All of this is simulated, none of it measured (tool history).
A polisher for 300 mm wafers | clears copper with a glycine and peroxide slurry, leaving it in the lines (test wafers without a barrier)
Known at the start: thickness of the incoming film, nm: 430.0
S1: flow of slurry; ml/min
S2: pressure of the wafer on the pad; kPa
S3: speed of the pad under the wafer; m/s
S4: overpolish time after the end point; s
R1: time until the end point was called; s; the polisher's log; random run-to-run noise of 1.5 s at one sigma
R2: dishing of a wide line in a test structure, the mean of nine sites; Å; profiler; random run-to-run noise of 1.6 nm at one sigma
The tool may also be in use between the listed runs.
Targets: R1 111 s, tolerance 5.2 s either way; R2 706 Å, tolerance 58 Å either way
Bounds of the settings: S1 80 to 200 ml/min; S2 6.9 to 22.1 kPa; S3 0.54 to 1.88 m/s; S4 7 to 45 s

{"run": 1, "hour": 0.0, "S1": 130, "S2": 14.5, "S3": 1.2, "S4": 23, "R1": 76.782, "R2": 717.87}
{"run": 2, "hour": 5.3, "S1": 130, "S2": 14.5, "S3": 1.2, "S4": 30, "R1": 75.817, "R2": 884.53}
{"run": 3, "hour": 6.3, "S1": 130, "S2": 14.5, "S3": 1.36, "S4": 30, "R1": 70.718, "R2": 895.52}
{"run": 4, "hour": 14.2, "S1": 130, "S2": 16.5, "S3": 1.36, "S4": 30, "R1": 62.161, "R2": 968.3}
{"run": 5, "hour": 20.6, "S1": 125, "S2": 13.8, "S3": 1.32, "S4": 30, "R1": 76.11, "R2": 844.75}
{"run": 6, "hour": 23.6, "S1": 120, "S2": 12.4, "S3": 1.3, "S4": 31, "R1": 83.447, "R2": 826.6}
{"run": 7, "hour": 27.9, "S1": 115, "S2": 8.3, "S3": 1.24, "S4": 32, "R1": 117.76, "R2": 640.53}
{"run": 8, "hour": 36.8, "S1": 120, "S2": 8.3, "S3": 1.24, "S4": 33, "R1": 118.26, "R2": 646.86}

Exactly one of the 5 candidate moves below puts every result within its allowed miss. Which one?
{"run": "A", "hour": 45.7, "S1": 110, "S2": 9.7, "S3": 1.14, "S4": 24, "R1": "?", "R2": "?"}
{"run": "B", "hour": 45.7, "S1": 110, "S2": 10.3, "S3": 1.1, "S4": 40, "R1": "?", "R2": "?"}
{"run": "C", "hour": 45.7, "S1": 110, "S2": 7.6, "S3": 1.22, "S4": 42, "R1": "?", "R2": "?"}
{"run": "D", "hour": 45.7, "S1": 85, "S2": 11.7, "S3": 0.88, "S4": 35, "R1": "?", "R2": "?"}
{"run": "E", "hour": 45.7, "S1": 120, "S2": 8.3, "S3": 1.32, "S4": 34, "R1": "?", "R2": "?"}

move=A R1=110.72 R2=563.79
move=B R1=107.53 R2=819.69
move=C R1=126.54 R2=737.27
move=D R1=121.39 R2=710.21
move=E R1=110.76 R2=703.96
A: meets the target for the result that was furthest off, but another lies outside its allowed miss
B: meets the target for the result that was furthest off, but another lies outside its allowed miss
C: lands further from the targets than the last run did
D: lands further from the targets than the last run did
E: hits every target within its allowed miss
So the answer is move E, the one that meets all the targets.

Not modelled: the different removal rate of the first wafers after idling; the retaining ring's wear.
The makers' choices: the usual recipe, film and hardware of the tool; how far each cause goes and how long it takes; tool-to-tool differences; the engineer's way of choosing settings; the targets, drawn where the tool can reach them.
